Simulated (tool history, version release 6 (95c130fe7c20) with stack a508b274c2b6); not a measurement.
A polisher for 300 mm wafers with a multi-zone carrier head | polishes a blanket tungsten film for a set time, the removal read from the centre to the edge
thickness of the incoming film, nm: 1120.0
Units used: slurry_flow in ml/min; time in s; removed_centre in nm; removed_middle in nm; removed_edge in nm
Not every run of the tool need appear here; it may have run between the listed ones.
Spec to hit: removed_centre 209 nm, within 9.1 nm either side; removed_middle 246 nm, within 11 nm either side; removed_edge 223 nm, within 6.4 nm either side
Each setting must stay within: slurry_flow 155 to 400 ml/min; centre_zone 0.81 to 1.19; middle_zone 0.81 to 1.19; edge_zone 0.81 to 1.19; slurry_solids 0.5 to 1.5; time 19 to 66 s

Run 1, hour 0: slurry_flow 255 ml/min, centre_zone 1, middle_zone 1, edge_zone 1, slurry_solids 1, time 42 s. Result: removed_centre 313.94 nm, removed_middle 314.52 nm, removed_edge 319.26 nm.
Run 2, hour 8.7: slurry_flow 255 ml/min, centre_zone 0.98, middle_zone 1.01, edge_zone 0.98, slurry_solids 0.9, time 41 s. Result: removed_centre 286.57 nm, removed_middle 302.33 nm, removed_edge 297.74 nm.
Run 3, hour 11.1: slurry_flow 215 ml/min, centre_zone 0.98, middle_zone 1.01, edge_zone 0.98, slurry_solids 0.9, time 41 s. Result: removed_centre 278.63 nm, removed_middle 294.99 nm, removed_edge 293.75 nm.
Run 4, hour 15.6: slurry_flow 215 ml/min, centre_zone 0.97, middle_zone 1.01, edge_zone 0.96, slurry_solids 0.85, time 40 s. Result: removed_centre 265.88 nm, removed_middle 277.46 nm, removed_edge 271.46 nm.
Run 5, hour 22.2: slurry_flow 215 ml/min, centre_zone 0.97, middle_zone 1.01, edge_zone 0.96, slurry_solids 0.65, time 40 s. Result: removed_centre 237.42 nm, removed_middle 247.77 nm, removed_edge 246.17 nm.
Run 6, hour 23.3: slurry_flow 210 ml/min, centre_zone 0.96, middle_zone 1.02, edge_zone 0.94, slurry_solids 0.65, time 40 s. Result: removed_centre 239.25 nm, removed_middle 251.21 nm, removed_edge 242.65 nm.
Run 7, hour 25.1: slurry_flow 205 ml/min, centre_zone 0.94, middle_zone 1.02, edge_zone 0.93, slurry_solids 0.65, time 40 s. Result: removed_centre 231.04 nm, removed_middle 252.21 nm, removed_edge 243.56 nm.
Run 8, hour 25.8: slurry_flow 205 ml/min, centre_zone 0.94, middle_zone 1.02, edge_zone 0.93, slurry_solids 0.65, time 40 s. Result: removed_centre 230.58 nm, removed_middle 251.29 nm, removed_edge 239.06 nm.
Run 9, hour 27.8: slurry_flow 200 ml/min, centre_zone 0.93, middle_zone 1.02, edge_zone 0.92, slurry_solids 0.65, time 40 s. Result: removed_centre 229.69 nm, removed_middle 250.39 nm, removed_edge 240.03 nm.
Run 10, hour 30.9: slurry_flow 195 ml/min, centre_zone 0.92, middle_zone 1.02, edge_zone 0.91, slurry_solids 0.65, time 40 s. Result: removed_centre 227.65 nm, removed_middle 253.8 nm, removed_edge 239.35 nm.
Run 11, hour 33.9: slurry_flow 195 ml/min, centre_zone 0.91, middle_zone 1.02, edge_zone 0.9, slurry_solids 0.65, time 40 s. Result: removed_centre 224.16 nm, removed_middle 250.24 nm, removed_edge 236.05 nm.
Run 12, hour 41.5: slurry_flow 195 ml/min, centre_zone 0.9, middle_zone 1.02, edge_zone 0.89, slurry_solids 0.65, time 40 s. Result: removed_centre 217.35 nm, removed_middle 248.37 nm, removed_edge 234.58 nm.

Pick the move, out of 5, that brings all results within their allowed miss; only one does.
Run A, hour 49.1: slurry_flow 235 ml/min, centre_zone 0.87, middle_zone 1.03, edge_zone 0.83, slurry_solids 0.65, time 38 s. Result: removed_centre ?, removed_middle ?, removed_edge ?.
Run B, hour 49.1: slurry_flow 160 ml/min, centre_zone 0.81, middle_zone 0.93, edge_zone 0.88, slurry_solids 0.65, time 46 s. Result: removed_centre ?, removed_middle ?, removed_edge ?.
Run C, hour 49.1: slurry_flow 155 ml/min, centre_zone 1.04, middle_zone 1.07, edge_zone 0.81, slurry_solids 0.5, time 46 s. Result: removed_centre ?, removed_middle ?, removed_edge ?.
Run D, hour 49.1: slurry_flow 160 ml/min, centre_zone 0.86, middle_zone 1.16, edge_zone 0.82, slurry_solids 0.55, time 44 s. Result: removed_centre ?, removed_middle ?, removed_edge ?.
Run E, hour 49.1: slurry_flow 165 ml/min, centre_zone 0.89, middle_zone 1.01, edge_zone 0.92, slurry_solids 0.6, time 43 s. Result: removed_centre ?, removed_middle ?, removed_edge ?.

move  removed_centre  removed_middle  removed_edge
   A          207.09          242.07        221.09
   B          220.79           257.5        265.37
   C          247.13          250.17        222.37
   D          207.18          271.23        226.18
   E          219.88          248.57        244.43
A: all results in spec
B: further off than the last run
C: corrects the largest miss of the last run, while another result sits out of spec
D: corrects the largest miss of the last run, while another result sits out of spec
E: further off than the last run
The right move is A.

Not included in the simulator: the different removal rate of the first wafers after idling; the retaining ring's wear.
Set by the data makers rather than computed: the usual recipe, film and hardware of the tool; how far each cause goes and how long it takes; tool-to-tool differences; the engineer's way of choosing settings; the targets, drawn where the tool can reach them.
